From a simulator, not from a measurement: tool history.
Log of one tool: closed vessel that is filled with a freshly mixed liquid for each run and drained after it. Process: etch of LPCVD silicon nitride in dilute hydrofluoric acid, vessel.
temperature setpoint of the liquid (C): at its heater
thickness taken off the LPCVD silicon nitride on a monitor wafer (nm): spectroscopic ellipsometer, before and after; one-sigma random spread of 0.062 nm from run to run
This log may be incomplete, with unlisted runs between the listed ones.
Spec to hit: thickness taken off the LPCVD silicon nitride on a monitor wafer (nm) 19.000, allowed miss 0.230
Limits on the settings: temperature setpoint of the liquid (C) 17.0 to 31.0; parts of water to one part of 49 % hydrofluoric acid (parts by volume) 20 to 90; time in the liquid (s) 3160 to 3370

| run | hour | temperature setpoint of the liquid (C) | parts of water to one part of 49 % hydrofluoric acid (parts by volume) | time in the liquid (s) | thickness taken off the LPCVD silicon nitride on a monitor wafer (nm) |
|---|---|---|---|---|---|
| 1 | 0.0 | 23.0 | 50 | 3160 | 25.580 |
| 2 | 7.8 | 21.0 | 50 | 3160 | 22.320 |
| 3 | 11.9 | 23.5 | 50 | 3160 | 26.560 |
| 4 | 16.7 | 22.5 | 50 | 3160 | 24.794 |
|  | 19.5 | hydrofluoric acid flow meter replaced |
| 5 | 19.5 | 25.0 | 50 | 3160 | 30.999 |
| 6 | 25.6 | 25.0 | 35 | 3160 | 44.076 |
| 7 | 31.7 | 21.0 | 50 | 3160 | 23.554 |
| 8 | 37.4 | 20.0 | 50 | 3160 | 22.185 |
| 9 | 38.3 | 19.5 | 50 | 3160 | 21.317 |
| 10 | 38.9 | 19.0 | 50 | 3160 | 20.656 |

Consider the 5 candidate settings below. Which is the only one whose results all fall within their allowed miss of target?
| A | 39.5 | 18.5 | 55 | 3215 | ? |
| B | 39.5 | 22.5 | 60 | 3325 | ? |
| C | 39.5 | 17.5 | 50 | 3320 | ? |
| D | 39.5 | 20.0 | 50 | 3245 | ? |
| E | 39.5 | 17.5 | 50 | 3225 | ? |

| move | thickness taken off the LPCVD silicon nitride on a monitor wafer (nm) |
|---|---|
| A | 18.527 |
| B | 23.198 |
| C | 19.558 |
| D | 22.780 |
| E | 18.998 |
A: carries the result that was furthest off beyond its target, to the other side
B: lands further from the targets than the last run did
C: moves toward the targets from the last run without getting all of them in spec
D: lands further from the targets than the last run did
E: each result inside its tolerance
E meets every target.
